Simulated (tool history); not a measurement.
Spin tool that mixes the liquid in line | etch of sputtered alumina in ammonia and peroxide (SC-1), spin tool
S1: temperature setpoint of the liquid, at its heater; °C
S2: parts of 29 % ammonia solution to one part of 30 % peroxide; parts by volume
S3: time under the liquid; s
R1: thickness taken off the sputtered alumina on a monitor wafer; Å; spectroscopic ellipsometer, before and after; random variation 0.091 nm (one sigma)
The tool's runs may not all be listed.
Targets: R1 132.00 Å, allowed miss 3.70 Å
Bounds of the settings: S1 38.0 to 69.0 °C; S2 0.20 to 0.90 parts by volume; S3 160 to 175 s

run 1 day=0.000 | S1=53.0 S2=0.50 S3=160 | R1=112.80
run 2 day=0.079 | S1=53.5 S2=0.50 S3=160 | R1=116.29
run 3 day=0.196 | S1=51.0 S2=0.50 S3=160 | R1=102.33
run 4 day=0.538 | S1=51.0 S2=0.50 S3=160 | R1=101.67
run 5 day=0.888 | S1=51.0 S2=0.50 S3=175 | R1=110.61
run 6 day=1.162 | S1=51.0 S2=0.35 S3=175 | R1=108.30
run 7 day=1.279 | S1=51.5 S2=0.35 S3=175 | R1=109.94
run 8 day=1.617 | S1=52.0 S2=0.35 S3=175 | R1=113.23
run 9 day=1.958 | S1=52.0 S2=0.35 S3=175 | R1=113.22
run 10 day=2.092 | S1=52.5 S2=0.35 S3=175 | R1=116.20
run 11 day=2.158 | S1=53.0 S2=0.35 S3=175 | R1=119.25
run 12 day=2.221 | S1=53.5 S2=0.35 S3=175 | R1=121.60
run 13 day=2.583 | S1=55.5 S2=0.35 S3=175 | R1=138.18

4 next moves are on the table. One of them brings every result within its allowed miss. Which?
run A day=2.946 | S1=56.0 S2=0.35 S3=165 | R1=?
run B day=2.946 | S1=58.0 S2=0.45 S3=160 | R1=?
run C day=2.946 | S1=57.0 S2=0.20 S3=175 | R1=?
run D day=2.946 | S1=55.0 S2=0.25 S3=165 | R1=?

move=A R1=132.87
move=B R1=146.54
move=C R1=140.85
move=D R1=122.05
A: meets every target
B: further off than the last run
C: further off than the last run
D: takes the result that was furthest off past its target
The right move is A.

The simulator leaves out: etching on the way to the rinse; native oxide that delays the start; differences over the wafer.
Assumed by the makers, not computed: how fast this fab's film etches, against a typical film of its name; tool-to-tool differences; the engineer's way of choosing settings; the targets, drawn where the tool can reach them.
